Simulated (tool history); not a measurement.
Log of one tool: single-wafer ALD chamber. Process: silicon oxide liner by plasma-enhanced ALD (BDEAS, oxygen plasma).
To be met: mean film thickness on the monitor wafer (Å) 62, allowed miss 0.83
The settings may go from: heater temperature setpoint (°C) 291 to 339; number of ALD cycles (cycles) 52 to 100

run,hour,heater temperature setpoint (°C),number of ALD cycles (cycles),mean film thickness on the monitor wafer (Å)
1,0,315,76,71.83
2,3.8,316,75,70.965
3,11.4,306,75,71.736
4,18,306,71,67.903
5,20.2,306,77,73.906
6,24.6,307,76,72.533
7,27.5,307,75,71.576
8,35.6,307,74,70.507
9,37,307,73,69.465
10,44.3,307,72,68.773
11,52.7,307,71,67.698
12,56,307,71,67.7
13,64.7,307,70,66.99
14,68.9,314,64,60.69

Which of these 5 next moves meets every target?
A,73.1,321,66,?
B,73.1,308,67,?
C,73.1,312,61,?
D,73.1,328,63,?
E,73.1,331,64,?

move,mean film thickness on the monitor wafer (Å)
A,61.947
B,63.921
C,57.907
D,58.608
E,59.31
A: meets every target
B: takes the result that was furthest off past its target
C: further off than the last run
D: further off than the last run
E: further off than the last run
Move A is the one to make.

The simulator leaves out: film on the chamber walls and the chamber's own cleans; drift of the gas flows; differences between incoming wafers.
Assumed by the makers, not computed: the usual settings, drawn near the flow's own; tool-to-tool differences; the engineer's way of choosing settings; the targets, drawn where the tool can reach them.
